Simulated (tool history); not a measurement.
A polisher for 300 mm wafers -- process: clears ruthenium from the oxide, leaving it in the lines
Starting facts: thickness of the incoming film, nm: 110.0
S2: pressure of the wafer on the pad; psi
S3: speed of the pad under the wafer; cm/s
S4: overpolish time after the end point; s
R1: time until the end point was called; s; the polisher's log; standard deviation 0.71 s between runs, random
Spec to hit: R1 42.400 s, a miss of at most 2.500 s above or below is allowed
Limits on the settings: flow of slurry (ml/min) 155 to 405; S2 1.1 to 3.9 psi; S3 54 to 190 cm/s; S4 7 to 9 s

Run 1, hour 0.0: flow of slurry (ml/min) 260, S2 2.5 psi, S3 122 cm/s, S4 9 s. Result: R1 66.636 s.
Run 2, hour 2.4: flow of slurry (ml/min) 260, S2 2.5 psi, S3 122 cm/s, S4 9 s. Result: R1 67.931 s.
Run 3, hour 7.3: flow of slurry (ml/min) 320, S2 2.5 psi, S3 122 cm/s, S4 9 s. Result: R1 68.137 s.
Run 4, hour 10.8: flow of slurry (ml/min) 320, S2 2.0 psi, S3 122 cm/s, S4 9 s. Result: R1 82.482 s.
Run 5, hour 12.5: flow of slurry (ml/min) 320, S2 2.2 psi, S3 124 cm/s, S4 9 s. Result: R1 73.782 s.
Run 6, hour 18.0: flow of slurry (ml/min) 265, S2 2.2 psi, S3 124 cm/s, S4 9 s. Result: R1 75.918 s.
Run 7, hour 18.6: flow of slurry (ml/min) 265, S2 2.4 psi, S3 124 cm/s, S4 9 s. Result: R1 68.575 s.
Run 8, hour 21.7: flow of slurry (ml/min) 265, S2 2.5 psi, S3 124 cm/s, S4 9 s. Result: R1 65.043 s.
Run 9, hour 26.2: flow of slurry (ml/min) 265, S2 2.6 psi, S3 124 cm/s, S4 9 s. Result: R1 64.248 s.
Run 10, hour 35.2: flow of slurry (ml/min) 265, S2 2.7 psi, S3 124 cm/s, S4 9 s. Result: R1 62.591 s.
Run 11, hour 43.6: flow of slurry (ml/min) 265, S2 2.8 psi, S3 126 cm/s, S4 9 s. Result: R1 57.039 s.
Run 12, hour 52.3: flow of slurry (ml/min) 265, S2 2.8 psi, S3 126 cm/s, S4 9 s. Result: R1 58.236 s.
Run 13, hour 57.2: flow of slurry (ml/min) 265, S2 2.9 psi, S3 126 cm/s, S4 9 s. Result: R1 56.520 s.
Run 14, hour 60.3: flow of slurry (ml/min) 265, S2 3.0 psi, S3 126 cm/s, S4 9 s. Result: R1 55.607 s.
Run 15, hour 67.9: flow of slurry (ml/min) 265, S2 3.1 psi, S3 126 cm/s, S4 9 s. Result: R1 51.963 s.
At hour 74.6: head pressure recalibrated.
Run 16, hour 74.6: flow of slurry (ml/min) 265, S2 3.2 psi, S3 126 cm/s, S4 9 s. Result: R1 46.367 s.
Run 17, hour 83.5: flow of slurry (ml/min) 265, S2 3.4 psi, S3 126 cm/s, S4 9 s. Result: R1 45.616 s.

Below are 5 possible settings for the next run. Only one of them brings all results inside the allowed miss of their targets. Which is it?
Run A, hour 92.4: flow of slurry (ml/min) 235, S2 3.6 psi, S3 114 cm/s, S4 9 s. Result: R1 ?.
Run B, hour 92.4: flow of slurry (ml/min) 275, S2 2.7 psi, S3 144 cm/s, S4 9 s. Result: R1 ?.
Run C, hour 92.4: flow of slurry (ml/min) 270, S2 3.9 psi, S3 128 cm/s, S4 9 s. Result: R1 ?.
Run D, hour 92.4: flow of slurry (ml/min) 320, S2 3.5 psi, S3 132 cm/s, S4 9 s. Result: R1 ?.
Run E, hour 92.4: flow of slurry (ml/min) 165, S2 3.4 psi, S3 154 cm/s, S4 9 s. Result: R1 ?.

move      R1
   A  47.432
   B  49.567
   C  38.858
   D  41.504
   E  38.293
A: misses by more than the last run did
B: misses by more than the last run did
C: pushes the last run's worst result past its target
D: all results land within tolerance of their targets
E: pushes the last run's worst result past its target
Answer: D

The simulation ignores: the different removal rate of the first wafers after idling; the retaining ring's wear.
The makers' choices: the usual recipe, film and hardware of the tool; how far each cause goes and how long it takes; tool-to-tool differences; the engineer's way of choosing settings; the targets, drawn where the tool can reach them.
